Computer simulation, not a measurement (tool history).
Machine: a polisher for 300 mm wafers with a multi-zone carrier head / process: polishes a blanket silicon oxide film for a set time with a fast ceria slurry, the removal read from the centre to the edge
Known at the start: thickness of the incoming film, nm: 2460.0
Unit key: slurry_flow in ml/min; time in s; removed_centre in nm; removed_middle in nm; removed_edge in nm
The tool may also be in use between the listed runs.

Run 1, hour 0: slurry_flow 310 ml/min, centre_zone 1, middle_zone 1, edge_zone 1, time 42 s. Result: removed_centre 1049.9 nm, removed_middle 1069.2 nm, removed_edge 1060.7 nm.
Run 2, hour 8.5: slurry_flow 310 ml/min, centre_zone 1.06, middle_zone 1, edge_zone 1, time 42 s. Result: removed_centre 1090.3 nm, removed_middle 1068.7 nm, removed_edge 1045.5 nm.
Run 3, hour 11.2: slurry_flow 310 ml/min, centre_zone 1.13, middle_zone 1, edge_zone 1, time 42 s. Result: removed_centre 1167.1 nm, removed_middle 1078.3 nm, removed_edge 1052.5 nm.
Run 4, hour 15.9: slurry_flow 310 ml/min, centre_zone 1.13, middle_zone 0.96, edge_zone 1, time 42 s. Result: removed_centre 1163.3 nm, removed_middle 1029.4 nm, removed_edge 1046.7 nm.
Run 5, hour 18.1: slurry_flow 310 ml/min, centre_zone 1.13, middle_zone 0.96, edge_zone 1, time 35 s. Result: removed_centre 961.21 nm, removed_middle 855.82 nm, removed_edge 892.61 nm.
Run 6, hour 25.3: slurry_flow 310 ml/min, centre_zone 1.13, middle_zone 0.96, edge_zone 1, time 25 s. Result: removed_centre 686.93 nm, removed_middle 612.21 nm, removed_edge 619.76 nm.
Run 7, hour 31.8: slurry_flow 315 ml/min, centre_zone 1.15, middle_zone 0.95, edge_zone 1.03, time 28 s. Result: removed_centre 785.01 nm, removed_middle 697.43 nm, removed_edge 723.31 nm.
Run 8, hour 33.1: slurry_flow 325 ml/min, centre_zone 1.16, middle_zone 0.93, edge_zone 1.04, time 30 s. Result: removed_centre 861.09 nm, removed_middle 735.04 nm, removed_edge 775.2 nm.
Run 9, hour 38.7: slurry_flow 340 ml/min, centre_zone 1.17, middle_zone 0.91, edge_zone 1.08, time 31 s. Result: removed_centre 898.32 nm, removed_middle 748.47 nm, removed_edge 813.39 nm.
Run 10, hour 42.5: slurry_flow 345 ml/min, centre_zone 1.18, middle_zone 0.9, edge_zone 1.1, time 32 s. Result: removed_centre 931.14 nm, removed_middle 759.47 nm, removed_edge 845.4 nm.

For run 11, what comes out?
Run 11, hour 44: slurry_flow 350 ml/min, centre_zone 1.18, middle_zone 0.9, edge_zone 1.11, time 33 s. Result: removed_centre ?, removed_middle ?, removed_edge ?.

Logged for run 11: removed_centre 955.77 nm, removed_middle 785.96 nm, removed_edge 879.09 nm.
